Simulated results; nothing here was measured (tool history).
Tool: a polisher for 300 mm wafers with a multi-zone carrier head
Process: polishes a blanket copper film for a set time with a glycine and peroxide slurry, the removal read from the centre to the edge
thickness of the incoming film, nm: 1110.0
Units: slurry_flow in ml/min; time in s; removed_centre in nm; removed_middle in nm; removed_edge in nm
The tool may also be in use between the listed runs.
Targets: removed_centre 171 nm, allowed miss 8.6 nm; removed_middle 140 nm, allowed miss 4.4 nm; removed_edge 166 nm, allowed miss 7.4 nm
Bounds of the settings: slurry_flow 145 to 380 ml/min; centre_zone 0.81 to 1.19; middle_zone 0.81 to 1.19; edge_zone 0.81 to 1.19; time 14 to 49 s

run  hour  slurry_flow  centre_zone  middle_zone  edge_zone  time  removed_centre  removed_middle  removed_edge
  1     0          245            1            1          1    31          116.34          119.38        120.95
  2   6.6          250         1.03         0.98       1.03    33          128.96          125.67        128.38
  3   9.3          250         1.09         0.98       1.03    33          136.41          125.57        128.54
  4  15.2          250         1.09         1.04       1.03    33          138.57          128.84        126.38
  5  23.6          250         1.02         1.04       1.03    33          127.94          132.27        131.46
  6  32.5          250         1.04            1       1.06    34           133.4          130.51        134.98
  7  36.3          250         1.06         0.97       1.09    35          139.73          132.17        137.55
  8  40.8          250         1.07         0.93       1.11    36          143.76           131.4        144.94
  9  43.3          255         1.08         0.91       1.12    37          149.28          133.92        149.14
 10  47.5          260         1.09          0.9       1.13    38          154.65          134.98        155.59
 11  52.5          265          1.1          0.9       1.14    38          161.75          134.33         154.9
 12  59.5          270          1.1          0.9       1.15    38          163.02          134.81        152.55

4 next moves are on the table. One of them brings every result within its allowed miss. Which?
  A  66.5          305         1.18         0.88       1.16    40               ?               ?             ?
  B  66.5          255         1.08         0.91       1.07    37               ?               ?             ?
  C  66.5          210         1.12         0.89       1.16    41               ?               ?             ?
  D  66.5          260         1.15         0.91       1.07    37               ?               ?             ?

move  removed_centre  removed_middle  removed_edge
   A           183.1          141.06        169.59
   B           151.6          131.61        148.68
   C          169.17          139.38        167.85
   D          161.91          131.87        148.95
A: brings the result that was furthest off to its target, and leaves another outside
B: further off than the last run
C: meets every target
D: further off than the last run
Answer: C
